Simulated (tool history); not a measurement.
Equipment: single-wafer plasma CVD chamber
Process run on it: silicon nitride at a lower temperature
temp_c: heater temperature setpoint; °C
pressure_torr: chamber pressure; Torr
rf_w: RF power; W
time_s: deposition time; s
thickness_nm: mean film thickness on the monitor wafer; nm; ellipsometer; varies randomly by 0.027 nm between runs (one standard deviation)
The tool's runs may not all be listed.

| run | hour | temp_c | pressure_torr | rf_w | time_s | thickness_nm |
|---|---|---|---|---|---|---|
| 1 | 0 | 365 | 1.31 | 225 | 10.5 | 9.4236 |
| 2 | 8.6 | 370 | 1.31 | 225 | 10.5 | 9.3615 |
| 3 | 13.8 | 370 | 1.51 | 225 | 10.5 | 9.9102 |
| 4 | 22.3 | 360 | 1.51 | 225 | 10.5 | 9.9416 |
| 5 | 30.4 | 353 | 1.51 | 225 | 10.5 | 10.009 |
| 6 | 34.8 | 353 | 1.45 | 215 | 10.4 | 9.2829 |
| 7 | 40.3 | 353 | 1.39 | 210 | 10.4 | 8.8798 |
| 8 | 46.4 | 353 | 1.33 | 205 | 10.4 | 8.5089 |
| 9 | 53.9 | 353 | 1.28 | 205 | 10.4 | 8.382 |
| 10 | 62.2 | 353 | 1.02 | 170 | 10.2 | 6.0575 |
| 11 | 70.3 | 353 | 1.05 | 170 | 10.2 | 6.1819 |
| 12 | 71.7 | 353 | 1.31 | 180 | 10.2 | 7.2179 |
| 13 | 76.7 | 353 | 1.3 | 180 | 10.2 | 7.187 |
| 14 | 78 | 353 | 1.29 | 180 | 10.2 | 7.2241 |
| 15 | 86.3 | 353 | 1.29 | 180 | 10.2 | 7.2425 |
| 16 | 91.6 | 353 | 1.28 | 180 | 10.2 | 7.2014 |

Run 17, settings as shown, results not yet in. Your forecast:
| 17 | 97.8 | 353 | 1.27 | 180 | 10.2 | ? |

{"run 17": {"thickness_nm": 7.1862}}

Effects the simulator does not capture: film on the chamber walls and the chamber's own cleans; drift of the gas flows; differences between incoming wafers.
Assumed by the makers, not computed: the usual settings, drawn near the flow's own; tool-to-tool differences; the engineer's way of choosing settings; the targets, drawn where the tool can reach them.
